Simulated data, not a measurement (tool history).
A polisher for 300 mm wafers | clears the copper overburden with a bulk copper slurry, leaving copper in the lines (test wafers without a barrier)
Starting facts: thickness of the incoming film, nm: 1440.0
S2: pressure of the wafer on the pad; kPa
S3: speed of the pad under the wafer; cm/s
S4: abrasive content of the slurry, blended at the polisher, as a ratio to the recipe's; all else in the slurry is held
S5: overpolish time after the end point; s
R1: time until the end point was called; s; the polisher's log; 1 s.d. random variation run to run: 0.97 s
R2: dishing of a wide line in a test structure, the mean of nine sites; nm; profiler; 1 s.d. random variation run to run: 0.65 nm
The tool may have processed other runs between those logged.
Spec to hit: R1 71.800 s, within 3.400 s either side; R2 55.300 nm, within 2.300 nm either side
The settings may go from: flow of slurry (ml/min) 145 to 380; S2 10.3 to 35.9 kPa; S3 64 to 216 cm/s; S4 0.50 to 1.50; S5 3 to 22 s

Run 1, day 0.000: flow of slurry (ml/min) 245, S2 22.8 kPa, S3 140 cm/s, S4 1.00, S5 11 s. Result: R1 115.790 s, R2 80.179 nm.
Run 2, day 0.154: flow of slurry (ml/min) 250, S2 22.1 kPa, S3 152 cm/s, S4 1.05, S5 10 s. Result: R1 109.120 s, R2 76.572 nm.
Run 3, day 0.304: flow of slurry (ml/min) 250, S2 22.1 kPa, S3 174 cm/s, S4 1.05, S5 10 s. Result: R1 97.869 s, R2 83.367 nm.
Run 4, day 0.496: flow of slurry (ml/min) 270, S2 21.4 kPa, S3 180 cm/s, S4 1.10, S5 9 s. Result: R1 92.357 s, R2 77.687 nm.
Run 5, day 0.738: flow of slurry (ml/min) 270, S2 21.4 kPa, S3 204 cm/s, S4 1.10, S5 9 s. Result: R1 83.521 s, R2 81.949 nm.
Run 6, day 0.838: flow of slurry (ml/min) 315, S2 21.4 kPa, S3 204 cm/s, S4 1.10, S5 9 s. Result: R1 85.248 s, R2 84.246 nm.
Run 7, day 0.871: flow of slurry (ml/min) 295, S2 21.4 kPa, S3 206 cm/s, S4 1.15, S5 8 s. Result: R1 80.877 s, R2 80.029 nm.
Run 8, day 1.038: flow of slurry (ml/min) 225, S2 17.9 kPa, S3 216 cm/s, S4 1.40, S5 3 s. Result: R1 93.126 s, R2 33.060 nm.
At day 1.079: head pressure recalibrated.
Run 9, day 1.079: flow of slurry (ml/min) 245, S2 18.6 kPa, S3 216 cm/s, S4 1.40, S5 3 s. Result: R1 81.243 s, R2 37.924 nm.
Run 10, day 1.438: flow of slurry (ml/min) 265, S2 18.6 kPa, S3 216 cm/s, S4 1.40, S5 3 s. Result: R1 80.185 s, R2 38.127 nm.
Run 11, day 1.512: flow of slurry (ml/min) 280, S2 18.6 kPa, S3 214 cm/s, S4 1.35, S5 3 s. Result: R1 81.571 s, R2 38.138 nm.

Exercise: of the 4 proposed moves below, exactly one satisfies all targets within the stated allowed misses. Which move is it?
Run A, day 1.588: flow of slurry (ml/min) 355, S2 19.3 kPa, S3 182 cm/s, S4 1.15, S5 6 s. Result: R1 ?, R2 ?.
Run B, day 1.588: flow of slurry (ml/min) 235, S2 22.1 kPa, S3 216 cm/s, S4 1.15, S5 4 s. Result: R1 ?, R2 ?.
Run C, day 1.588: flow of slurry (ml/min) 310, S2 24.1 kPa, S3 216 cm/s, S4 1.30, S5 4 s. Result: R1 ?, R2 ?.
Run D, day 1.588: flow of slurry (ml/min) 305, S2 23.4 kPa, S3 216 cm/s, S4 1.50, S5 4 s. Result: R1 ?, R2 ?.

move      R1      R2
   A  90.340  60.465
   B  70.542  54.258
   C  61.416  60.914
   D  61.642  60.582
A: takes the biggest miss from the last run beyond its target
B: each result inside its tolerance
C: takes the biggest miss from the last run beyond its target
D: takes the biggest miss from the last run beyond its target
Move B is the one to make.
